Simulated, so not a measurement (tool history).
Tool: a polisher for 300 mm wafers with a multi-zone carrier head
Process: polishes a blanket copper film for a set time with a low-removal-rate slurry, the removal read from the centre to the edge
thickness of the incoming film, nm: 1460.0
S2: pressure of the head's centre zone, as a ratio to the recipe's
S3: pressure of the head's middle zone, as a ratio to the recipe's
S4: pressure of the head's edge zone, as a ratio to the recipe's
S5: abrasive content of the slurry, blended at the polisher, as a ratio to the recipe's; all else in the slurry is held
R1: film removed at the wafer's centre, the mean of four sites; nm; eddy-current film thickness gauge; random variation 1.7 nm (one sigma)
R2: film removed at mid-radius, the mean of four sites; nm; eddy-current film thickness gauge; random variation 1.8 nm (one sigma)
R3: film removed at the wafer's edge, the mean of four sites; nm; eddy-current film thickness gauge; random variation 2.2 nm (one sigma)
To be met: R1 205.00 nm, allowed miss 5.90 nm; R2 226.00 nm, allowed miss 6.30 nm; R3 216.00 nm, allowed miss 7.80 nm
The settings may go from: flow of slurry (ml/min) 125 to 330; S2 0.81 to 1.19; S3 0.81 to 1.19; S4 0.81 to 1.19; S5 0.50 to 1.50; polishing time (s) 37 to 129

{"run": 1, "day": 0.0, "flow of slurry (ml/min)": 210, "S2": 1.0, "S3": 1.0, "S4": 1.0, "S5": 1.0, "polishing time (s)": 83, "R1": 188.55, "R2": 187.63, "R3": 185.58}
{"run": 2, "day": 0.208, "flow of slurry (ml/min)": 220, "S2": 1.0, "S3": 1.02, "S4": 1.03, "S5": 1.05, "polishing time (s)": 83, "R1": 191.73, "R2": 194.3, "R3": 190.13}
{"run": 3, "day": 0.25, "flow of slurry (ml/min)": 230, "S2": 1.0, "S3": 1.03, "S4": 1.06, "S5": 1.1, "polishing time (s)": 83, "R1": 191.73, "R2": 197.53, "R3": 194.23}
{"run": 4, "day": 0.45, "flow of slurry (ml/min)": 230, "S2": 1.0, "S3": 1.03, "S4": 1.06, "S5": 1.1, "polishing time (s)": 99, "R1": 226.02, "R2": 237.77, "R3": 232.8}
{"run": 5, "day": 0.729, "flow of slurry (ml/min)": 220, "S2": 0.99, "S3": 1.03, "S4": 1.05, "S5": 1.05, "polishing time (s)": 99, "R1": 225.52, "R2": 233.76, "R3": 229.86}
{"run": 6, "day": 0.767, "flow of slurry (ml/min)": 220, "S2": 0.99, "S3": 1.09, "S4": 1.05, "S5": 1.05, "polishing time (s)": 99, "R1": 222.69, "R2": 244.14, "R3": 228.26}
{"run": 7, "day": 0.904, "flow of slurry (ml/min)": 210, "S2": 0.98, "S3": 1.08, "S4": 1.04, "S5": 1.05, "polishing time (s)": 99, "R1": 220.69, "R2": 241.62, "R3": 228.19}
{"run": 8, "day": 1.212, "flow of slurry (ml/min)": 205, "S2": 0.97, "S3": 1.08, "S4": 1.03, "S5": 1.0, "polishing time (s)": 99, "R1": 217.37, "R2": 239.62, "R3": 228.49}
{"run": 9, "day": 1.367, "flow of slurry (ml/min)": 205, "S2": 0.97, "S3": 1.08, "S4": 1.03, "S5": 1.0, "polishing time (s)": 99, "R1": 216.75, "R2": 239.37, "R3": 222.08}
{"run": 10, "day": 1.538, "flow of slurry (ml/min)": 200, "S2": 0.96, "S3": 1.07, "S4": 1.03, "S5": 1.0, "polishing time (s)": 99, "R1": 213.47, "R2": 239.04, "R3": 224.67}

Which of these 4 next moves meets every target?
{"run": "A", "day": 1.708, "flow of slurry (ml/min)": 180, "S2": 0.83, "S3": 1.15, "S4": 1.06, "S5": 1.05, "polishing time (s)": 105, "R1": "?", "R2": "?", "R3": "?"}
{"run": "B", "day": 1.708, "flow of slurry (ml/min)": 255, "S2": 1.04, "S3": 1.05, "S4": 1.18, "S5": 1.2, "polishing time (s)": 89, "R1": "?", "R2": "?", "R3": "?"}
{"run": "C", "day": 1.708, "flow of slurry (ml/min)": 220, "S2": 0.88, "S3": 1.16, "S4": 1.07, "S5": 1.4, "polishing time (s)": 94, "R1": "?", "R2": "?", "R3": "?"}
{"run": "D", "day": 1.708, "flow of slurry (ml/min)": 285, "S2": 0.97, "S3": 1.09, "S4": 1.11, "S5": 1.3, "polishing time (s)": 86, "R1": "?", "R2": "?", "R3": "?"}

move=A R1=195.91 R2=264.96 R3=241.53
move=B R1=221.88 R2=220.15 R3=225.03
move=C R1=200.85 R2=257.30 R3=232.43
move=D R1=205.17 R2=225.26 R3=216.81
A: further off than the last run
B: brings the result that was furthest off to its target, and leaves another outside
C: further off than the last run
D: meets every target
Answer: D

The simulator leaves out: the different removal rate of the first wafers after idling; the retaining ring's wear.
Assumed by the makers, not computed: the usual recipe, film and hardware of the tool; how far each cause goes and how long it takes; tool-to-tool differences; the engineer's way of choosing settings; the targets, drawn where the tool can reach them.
